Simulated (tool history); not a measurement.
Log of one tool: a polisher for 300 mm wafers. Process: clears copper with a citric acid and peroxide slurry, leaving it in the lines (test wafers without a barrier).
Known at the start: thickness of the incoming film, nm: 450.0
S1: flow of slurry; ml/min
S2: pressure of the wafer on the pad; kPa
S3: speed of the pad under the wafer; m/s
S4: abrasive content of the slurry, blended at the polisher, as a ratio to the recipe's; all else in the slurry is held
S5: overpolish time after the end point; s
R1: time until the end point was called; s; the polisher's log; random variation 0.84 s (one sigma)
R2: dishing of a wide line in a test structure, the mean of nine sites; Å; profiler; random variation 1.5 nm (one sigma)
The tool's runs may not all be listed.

run,hour,S1,S2,S3,S4,S5,R1,R2
1,0,255,27.6,1.28,1,9,134.81,223.44
2,8.7,255,30.3,1.3,1,10,122.1,281.17
3,10.4,255,30.3,1.3,1,13,118.27,334.03
4,14.4,255,33.1,1.3,1,13,110.83,374.07
5,18.9,255,33.1,1.3,1,10,114.73,294.16
6,22.4,310,33.1,1.3,1,10,110.95,312.97
7,25.7,310,35.2,1.32,1,11,102.3,347.67
8,30.8,310,36.5,1.34,1,12,97.159,420.45

Run 9 comes next. What will it give?
9,36.2,310,37.9,1.36,1,12,?,?

{"run 9": {"R1": 92.238, "R2": 423.13}}

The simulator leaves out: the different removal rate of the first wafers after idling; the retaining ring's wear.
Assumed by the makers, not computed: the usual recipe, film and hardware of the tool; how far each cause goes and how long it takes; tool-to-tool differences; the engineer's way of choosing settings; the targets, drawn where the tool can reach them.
